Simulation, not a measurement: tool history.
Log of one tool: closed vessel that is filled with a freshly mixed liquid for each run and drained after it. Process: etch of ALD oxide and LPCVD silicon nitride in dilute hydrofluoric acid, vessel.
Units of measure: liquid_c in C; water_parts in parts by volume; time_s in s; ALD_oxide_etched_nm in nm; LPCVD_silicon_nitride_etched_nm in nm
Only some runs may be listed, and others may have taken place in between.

run  hour  liquid_c  water_parts  time_s  ALD_oxide_etched_nm  LPCVD_silicon_nitride_etched_nm
  1     0        22           90      95               19.272                          0.39811
  2   4.5      21.5           90      95               18.848                          0.39894
  3   9.2        21           90      95               18.464                           0.3805
  4    14      20.5           90      95               18.004                          0.38315
  5  18.2      20.5           90     120               23.025                          0.49896
  6  26.2        20           90     120               22.238                          0.48203

Run 7 is up next; what results do you expect?
  7  27.2      19.5           90     120                    ?                                ?

ALD_oxide_etched_nm: 21.772 nm
LPCVD_silicon_nitride_etched_nm: 0.43418 nm

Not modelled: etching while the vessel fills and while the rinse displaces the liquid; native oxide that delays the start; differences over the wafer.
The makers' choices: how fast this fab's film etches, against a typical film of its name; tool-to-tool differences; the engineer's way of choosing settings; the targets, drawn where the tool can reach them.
